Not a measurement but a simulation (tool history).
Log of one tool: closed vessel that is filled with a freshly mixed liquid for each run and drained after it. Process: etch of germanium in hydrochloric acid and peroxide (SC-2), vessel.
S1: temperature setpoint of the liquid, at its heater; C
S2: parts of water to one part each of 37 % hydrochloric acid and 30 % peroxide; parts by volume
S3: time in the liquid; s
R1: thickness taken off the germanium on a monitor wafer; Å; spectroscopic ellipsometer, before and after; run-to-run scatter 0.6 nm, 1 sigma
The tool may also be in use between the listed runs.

run,hour,S1,S2,S3,R1
1,0,62,7,30,1435.6
2,2.6,62,7,30,1427.6
3,5.7,62,8.5,30,1416.4
4,9.7,62,7,30,1434.2
5,16,62,7,30,1428.3
6,23.6,62,7,30,1432.5

Predict the results of run 7:
7,28,64,7,30,?

Logged for run 7: R1 1518.8 Å.
